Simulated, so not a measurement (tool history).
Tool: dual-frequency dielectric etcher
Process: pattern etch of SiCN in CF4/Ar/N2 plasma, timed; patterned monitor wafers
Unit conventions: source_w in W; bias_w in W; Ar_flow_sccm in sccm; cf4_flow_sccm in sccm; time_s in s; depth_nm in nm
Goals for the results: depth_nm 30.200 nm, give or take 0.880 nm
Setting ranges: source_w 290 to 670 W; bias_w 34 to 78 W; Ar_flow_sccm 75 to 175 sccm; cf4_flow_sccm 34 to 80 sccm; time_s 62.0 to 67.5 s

{"run": 1, "day": 0.0, "source_w": 480, "bias_w": 56, "Ar_flow_sccm": 125, "cf4_flow_sccm": 57, "time_s": 67.5, "depth_nm": 51.757}
{"run": 2, "day": 0.088, "source_w": 440, "bias_w": 53, "Ar_flow_sccm": 130, "cf4_flow_sccm": 55, "time_s": 66.5, "depth_nm": 46.106}
{"run": 3, "day": 0.404, "source_w": 440, "bias_w": 53, "Ar_flow_sccm": 130, "cf4_flow_sccm": 55, "time_s": 62.0, "depth_nm": 42.902}
{"run": 4, "day": 0.442, "source_w": 440, "bias_w": 53, "Ar_flow_sccm": 130, "cf4_flow_sccm": 50, "time_s": 62.0, "depth_nm": 41.616}
{"run": 5, "day": 0.467, "source_w": 440, "bias_w": 53, "Ar_flow_sccm": 130, "cf4_flow_sccm": 54, "time_s": 62.0, "depth_nm": 42.591}
{"run": 6, "day": 0.55, "source_w": 410, "bias_w": 52, "Ar_flow_sccm": 131, "cf4_flow_sccm": 54, "time_s": 62.0, "depth_nm": 40.251}
{"run": 7, "day": 0.796, "source_w": 310, "bias_w": 41, "Ar_flow_sccm": 144, "cf4_flow_sccm": 50, "time_s": 62.0, "depth_nm": 27.653}
{"run": 8, "day": 0.846, "source_w": 320, "bias_w": 41, "Ar_flow_sccm": 144, "cf4_flow_sccm": 50, "time_s": 62.0, "depth_nm": 28.476}
{"run": 9, "day": 1.212, "source_w": 350, "bias_w": 42, "Ar_flow_sccm": 144, "cf4_flow_sccm": 50, "time_s": 62.0, "depth_nm": 31.229}

Which single option among these 5 for the next run brings every result within its allowed miss of target? Just one does.
{"run": "A", "day": 1.579, "source_w": 330, "bias_w": 45, "Ar_flow_sccm": 143, "cf4_flow_sccm": 47, "time_s": 67.5, "depth_nm": "?"}
{"run": "B", "day": 1.579, "source_w": 340, "bias_w": 39, "Ar_flow_sccm": 159, "cf4_flow_sccm": 60, "time_s": 65.0, "depth_nm": "?"}
{"run": "C", "day": 1.579, "source_w": 360, "bias_w": 36, "Ar_flow_sccm": 136, "cf4_flow_sccm": 53, "time_s": 63.0, "depth_nm": "?"}
{"run": "D", "day": 1.579, "source_w": 340, "bias_w": 34, "Ar_flow_sccm": 134, "cf4_flow_sccm": 51, "time_s": 67.5, "depth_nm": "?"}
{"run": "E", "day": 1.579, "source_w": 360, "bias_w": 34, "Ar_flow_sccm": 145, "cf4_flow_sccm": 50, "time_s": 62.0, "depth_nm": "?"}

move=A depth_nm=32.212
move=B depth_nm=32.568
move=C depth_nm=32.031
move=D depth_nm=31.699
move=E depth_nm=30.295
A: misses by more than the last run did
B: misses by more than the last run did
C: misses by more than the last run did
D: misses by more than the last run did
E: every result within its allowed miss
E meets every target.

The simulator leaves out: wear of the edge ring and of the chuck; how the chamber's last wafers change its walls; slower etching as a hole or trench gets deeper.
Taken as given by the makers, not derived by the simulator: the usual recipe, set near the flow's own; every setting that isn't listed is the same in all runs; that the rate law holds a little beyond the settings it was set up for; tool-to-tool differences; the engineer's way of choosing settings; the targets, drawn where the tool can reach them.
